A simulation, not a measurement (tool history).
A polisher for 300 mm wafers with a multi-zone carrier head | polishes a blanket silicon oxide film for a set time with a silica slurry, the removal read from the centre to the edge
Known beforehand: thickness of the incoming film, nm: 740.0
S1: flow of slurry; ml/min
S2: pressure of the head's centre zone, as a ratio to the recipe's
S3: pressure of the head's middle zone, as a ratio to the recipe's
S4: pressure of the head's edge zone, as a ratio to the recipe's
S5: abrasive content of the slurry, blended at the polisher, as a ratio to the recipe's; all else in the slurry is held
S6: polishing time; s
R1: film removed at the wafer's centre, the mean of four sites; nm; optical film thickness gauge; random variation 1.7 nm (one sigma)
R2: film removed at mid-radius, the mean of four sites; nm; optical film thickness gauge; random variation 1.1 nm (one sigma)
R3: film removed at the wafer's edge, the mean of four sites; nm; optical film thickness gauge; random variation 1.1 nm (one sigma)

| run | hour | S1 | S2 | S3 | S4 | S5 | S6 | R1 | R2 | R3 |
|---|---|---|---|---|---|---|---|---|---|---|
| 1 | 0 | 175 | 1 | 1 | 1 | 1 | 56 | 139.69 | 135.25 | 128.55 |
| 2 | 8 | 175 | 1 | 1 | 1 | 1 | 43 | 109.81 | 104.9 | 100.05 |
| 3 | 15.3 | 180 | 1.01 | 0.98 | 1.03 | 1.05 | 44 | 116.19 | 107.33 | 107.07 |
| 4 | 20.4 | 180 | 1.01 | 0.98 | 0.96 | 1.05 | 44 | 114.33 | 106.35 | 102.76 |
| 5 | 21 | 150 | 1.01 | 0.98 | 0.96 | 1.05 | 44 | 110.91 | 105.76 | 99.92 |
| 6 | 26.7 | 150 | 1.01 | 0.98 | 0.96 | 1.05 | 50 | 125.51 | 117.97 | 114.17 |

Forecast run 7:
| 7 | 32.9 | 155 | 1.02 | 0.97 | 0.99 | 1.1 | 50 | ? | ? | ? |

Run 7 measured R1 132.11 nm, R2 122.26 nm, R3 119.3 nm.
